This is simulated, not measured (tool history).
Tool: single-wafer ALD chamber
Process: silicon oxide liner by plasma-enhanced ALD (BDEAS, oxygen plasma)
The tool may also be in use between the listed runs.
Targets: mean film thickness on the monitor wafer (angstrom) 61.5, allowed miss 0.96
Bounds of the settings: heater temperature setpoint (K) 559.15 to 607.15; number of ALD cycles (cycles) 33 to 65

run  hour  heater temperature setpoint (K)  number of ALD cycles (cycles)  mean film thickness on the monitor wafer (angstrom)
  1     0                           583.15                             49                                               47.062
  2     3                           582.15                             51                                               49.145
  3   4.2                           582.15                             56                                               53.844
  4  11.6                           577.15                             56                                               54.308
  5  17.3                           577.15                             57                                               55.495
  6  20.8                           576.15                             58                                               56.339
  7  25.3                           576.15                             59                                               57.339
  8  28.1                           576.15                             60                                               58.457
  9    31                           575.15                             62                                               60.374

Which of these 4 next moves meets every target?
  A  33.9                           560.15                             57                                                    ?
  B  33.9                           576.15                             61                                                    ?
  C  33.9                           580.15                             64                                                    ?
  D  33.9                           579.15                             60                                                    ?

move  mean film thickness on the monitor wafer (angstrom)
   A                                               58.712
   B                                               59.148
   C                                                61.66
   D                                               57.899
A: further off than the last run
B: further off than the last run
C: meets every target
D: further off than the last run
Move C is the one to make.
